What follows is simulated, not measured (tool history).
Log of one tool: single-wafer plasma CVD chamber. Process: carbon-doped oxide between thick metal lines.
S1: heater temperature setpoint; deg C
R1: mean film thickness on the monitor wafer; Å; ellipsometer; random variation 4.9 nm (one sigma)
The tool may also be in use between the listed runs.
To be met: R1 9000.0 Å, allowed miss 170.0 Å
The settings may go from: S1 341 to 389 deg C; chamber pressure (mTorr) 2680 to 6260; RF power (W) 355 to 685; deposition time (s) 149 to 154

run 1 hour=0.0 | S1=365 chamber_pressure_(mTorr)=4470 RF_power_(W)=520 deposition_time_(s)=149 | R1=7521.5
run 2 hour=4.9 | S1=365 chamber_pressure_(mTorr)=5050 RF_power_(W)=520 deposition_time_(s)=149 | R1=7732.2
run 3 hour=10.9 | S1=365 chamber_pressure_(mTorr)=5050 RF_power_(W)=520 deposition_time_(s)=154 | R1=7926.2
run 4 hour=12.2 | S1=365 chamber_pressure_(mTorr)=4470 RF_power_(W)=520 deposition_time_(s)=154 | R1=7855.7
run 5 hour=18.1 | S1=365 chamber_pressure_(mTorr)=4470 RF_power_(W)=520 deposition_time_(s)=149 | R1=7496.5
run 6 hour=26.8 | S1=363 chamber_pressure_(mTorr)=4920 RF_power_(W)=550 deposition_time_(s)=149 | R1=7961.6
run 7 hour=28.1 | S1=361 chamber_pressure_(mTorr)=5250 RF_power_(W)=570 deposition_time_(s)=149 | R1=8290.1
run 8 hour=32.2 | S1=359 chamber_pressure_(mTorr)=5520 RF_power_(W)=580 deposition_time_(s)=149 | R1=8401.9
run 9 hour=37.1 | S1=359 chamber_pressure_(mTorr)=5620 RF_power_(W)=595 deposition_time_(s)=149 | R1=8690.4
run 10 hour=46.1 | S1=359 chamber_pressure_(mTorr)=5760 RF_power_(W)=600 deposition_time_(s)=149 | R1=8702.0
run 11 hour=53.0 | S1=358 chamber_pressure_(mTorr)=5880 RF_power_(W)=605 deposition_time_(s)=149 | R1=8771.6

5 next moves are on the table. One of them brings every result within its allowed miss. Which?
run A hour=59.9 | S1=367 chamber_pressure_(mTorr)=6160 RF_power_(W)=585 deposition_time_(s)=149 | R1=?
run B hour=59.9 | S1=359 chamber_pressure_(mTorr)=6260 RF_power_(W)=570 deposition_time_(s)=149 | R1=?
run C hour=59.9 | S1=359 chamber_pressure_(mTorr)=5510 RF_power_(W)=595 deposition_time_(s)=149 | R1=?
run D hour=59.9 | S1=352 chamber_pressure_(mTorr)=5760 RF_power_(W)=620 deposition_time_(s)=149 | R1=?
run E hour=59.9 | S1=359 chamber_pressure_(mTorr)=6050 RF_power_(W)=565 deposition_time_(s)=149 | R1=?

move=A R1=8429.5
move=B R1=8482.1
move=C R1=8584.1
move=D R1=9026.0
move=E R1=8403.9
A: further off than the last run
B: further off than the last run
C: further off than the last run
D: meets every target
E: further off than the last run
Answer: D
